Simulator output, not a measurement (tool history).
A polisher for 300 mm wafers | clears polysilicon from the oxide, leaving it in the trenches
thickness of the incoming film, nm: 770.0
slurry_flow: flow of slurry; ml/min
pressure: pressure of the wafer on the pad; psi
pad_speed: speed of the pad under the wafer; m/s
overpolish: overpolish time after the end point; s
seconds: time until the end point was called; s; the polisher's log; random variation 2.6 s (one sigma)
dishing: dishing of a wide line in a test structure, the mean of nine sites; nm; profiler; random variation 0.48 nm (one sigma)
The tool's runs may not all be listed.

{"run": 1, "hour": 0.0, "slurry_flow": 240, "pressure": 2.0, "pad_speed": 0.88, "overpolish": 25, "seconds": 83.748, "dishing": 43.811}
{"run": 2, "hour": 5.6, "slurry_flow": 240, "pressure": 2.0, "pad_speed": 0.88, "overpolish": 17, "seconds": 85.668, "dishing": 42.988}
{"run": 3, "hour": 12.5, "slurry_flow": 240, "pressure": 1.8, "pad_speed": 0.88, "overpolish": 16, "seconds": 94.939, "dishing": 41.226}
{"run": 4, "hour": 21.2, "slurry_flow": 240, "pressure": 1.8, "pad_speed": 0.88, "overpolish": 11, "seconds": 93.986, "dishing": 38.022}
{"run": 5, "hour": 27.6, "slurry_flow": 240, "pressure": 1.8, "pad_speed": 0.76, "overpolish": 11, "seconds": 110.04, "dishing": 35.237}
{"run": 6, "hour": 32.6, "slurry_flow": 240, "pressure": 1.8, "pad_speed": 0.76, "overpolish": 8, "seconds": 107.83, "dishing": 30.941}
{"run": 7, "hour": 41.1, "slurry_flow": 240, "pressure": 1.7, "pad_speed": 0.78, "overpolish": 9, "seconds": 114.21, "dishing": 32.498}
{"run": 8, "hour": 50.0, "slurry_flow": 235, "pressure": 1.1, "pad_speed": 0.94, "overpolish": 21, "seconds": 142.75, "dishing": 40.382}

Run 9 comes next. What will it give?
{"hour": 54.6, "done": "head pressure recalibrated"}
{"run": 9, "hour": 54.6, "slurry_flow": 235, "pressure": 1.1, "pad_speed": 0.94, "overpolish": 20, "seconds": "?", "dishing": "?"}

{"run 9": {"seconds": 134.62, "dishing": 40.419}}
